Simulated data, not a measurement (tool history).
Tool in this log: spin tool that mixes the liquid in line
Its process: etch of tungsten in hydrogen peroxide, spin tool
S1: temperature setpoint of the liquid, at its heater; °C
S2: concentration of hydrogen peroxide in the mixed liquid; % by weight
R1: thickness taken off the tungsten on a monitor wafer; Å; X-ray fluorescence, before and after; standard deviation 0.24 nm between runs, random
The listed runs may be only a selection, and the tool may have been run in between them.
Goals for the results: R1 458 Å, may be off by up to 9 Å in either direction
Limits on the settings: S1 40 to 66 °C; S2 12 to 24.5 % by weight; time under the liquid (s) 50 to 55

Run 1, hour 0: S1 56 °C, S2 16.5 % by weight, time under the liquid (s) 50. Result: R1 867.77 Å.
Run 2, hour 6.4: S1 56 °C, S2 13.5 % by weight, time under the liquid (s) 50. Result: R1 789.08 Å.
Run 3, hour 14.2: S1 53 °C, S2 13.5 % by weight, time under the liquid (s) 50. Result: R1 660.97 Å.
Run 4, hour 20.3: S1 56.5 °C, S2 13.5 % by weight, time under the liquid (s) 50. Result: R1 807.02 Å.
Run 5, hour 25.2: S1 56.5 °C, S2 13.5 % by weight, time under the liquid (s) 55. Result: R1 885.1 Å.
Run 6, hour 30.3: S1 53 °C, S2 13.5 % by weight, time under the liquid (s) 55. Result: R1 724.73 Å.
Run 7, hour 35.4: S1 50.5 °C, S2 13.5 % by weight, time under the liquid (s) 55. Result: R1 618.83 Å.
Run 8, hour 42.6: S1 49 °C, S2 13.5 % by weight, time under the liquid (s) 55. Result: R1 571.92 Å.
Run 9, hour 48: S1 48 °C, S2 13.5 % by weight, time under the liquid (s) 55. Result: R1 535.99 Å.
Run 10, hour 53.3: S1 47 °C, S2 13.5 % by weight, time under the liquid (s) 55. Result: R1 498.42 Å.
Run 11, hour 54.1: S1 46.5 °C, S2 13.5 % by weight, time under the liquid (s) 55. Result: R1 493.21 Å.
Run 12, hour 56.9: S1 46 °C, S2 13.5 % by weight, time under the liquid (s) 55. Result: R1 469.05 Å.

Below are 4 possible settings for the next run. Only one of them brings all results inside the allowed miss of their targets. Which is it?
Run A, hour 59.7: S1 48.5 °C, S2 12 % by weight, time under the liquid (s) 50. Result: R1 ?.
Run B, hour 59.7: S1 47 °C, S2 13.5 % by weight, time under the liquid (s) 50. Result: R1 ?.
Run C, hour 59.7: S1 45 °C, S2 16 % by weight, time under the liquid (s) 50. Result: R1 ?.
Run D, hour 59.7: S1 47 °C, S2 12.5 % by weight, time under the liquid (s) 55. Result: R1 ?.

move      R1
   A  470.68
   B  455.39
   C     438
   D  482.02
A: misses by more than the last run did
B: all results in spec
C: carries the result that was furthest off beyond its target, to the other side
D: misses by more than the last run did
Correct choice: B, which meets every target
